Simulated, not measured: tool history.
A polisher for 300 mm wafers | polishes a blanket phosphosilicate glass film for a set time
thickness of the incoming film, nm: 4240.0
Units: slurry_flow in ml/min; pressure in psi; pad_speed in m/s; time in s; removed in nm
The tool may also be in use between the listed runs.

| run | hour | slurry_flow | pressure | pad_speed | slurry_solids | time | removed |
|---|---|---|---|---|---|---|---|
| 1 | 0.0 | 180 | 2.2 | 0.82 | 1.0 | 26 | 140.18 |
| 2 | 7.2 | 180 | 2.2 | 0.90 | 1.0 | 26 | 151.19 |
| 3 | 8.4 | 190 | 2.4 | 0.90 | 1.0 | 26 | 162.49 |
| 4 | 11.6 | 215 | 2.4 | 0.90 | 1.0 | 26 | 162.93 |
| 5 | 18.8 | 215 | 1.9 | 0.90 | 1.0 | 26 | 137.44 |
| 6 | 27.6 | 215 | 2.2 | 0.90 | 1.0 | 26 | 153.87 |
| 7 | 31.8 | 220 | 2.4 | 0.90 | 1.0 | 26 | 166.30 |
| 8 | 35.9 | 225 | 2.6 | 0.90 | 1.0 | 26 | 176.34 |

Run 9 comes next. What will it give?
| 9 | 37.7 | 230 | 3.2 | 0.90 | 1.0 | 26 | ? |

removed: 205.52 nm
